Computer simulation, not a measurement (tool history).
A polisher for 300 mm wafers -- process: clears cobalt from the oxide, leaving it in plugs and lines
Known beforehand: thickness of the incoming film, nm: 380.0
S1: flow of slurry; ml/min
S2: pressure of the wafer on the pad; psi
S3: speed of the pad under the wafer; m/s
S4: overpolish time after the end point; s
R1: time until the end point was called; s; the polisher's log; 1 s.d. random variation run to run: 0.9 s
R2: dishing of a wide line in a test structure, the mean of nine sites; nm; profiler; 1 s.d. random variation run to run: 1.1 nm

run 1 hour=0 | S1=240 S2=2.1 S3=1.3 S4=24 | R1=44.287 R2=69.746
run 2 hour=6 | S1=240 S2=2 S3=1.3 S4=23 | R1=47.199 R2=67.37
run 3 hour=13.7 | S1=240 S2=2.3 S3=1.3 S4=23 | R1=40.183 R2=68.053
run 4 hour=20.1 | S1=240 S2=2.3 S3=1.3 S4=33 | R1=41.334 R2=72.157
run 5 hour=21.8 | S1=240 S2=2.2 S3=1.28 S4=29 | R1=43.458 R2=69.951
run 6 hour=29.7 | S1=240 S2=2.5 S3=1.28 S4=29 | R1=39.232 R2=73.919

Estimate the outcome of run 7 from the log above:
run 7 hour=36.9 | S1=240 S2=2.3 S3=1.26 S4=28 | R1=? R2=?

{"run 7": {"R1": 42.153, "R2": 71.696}}
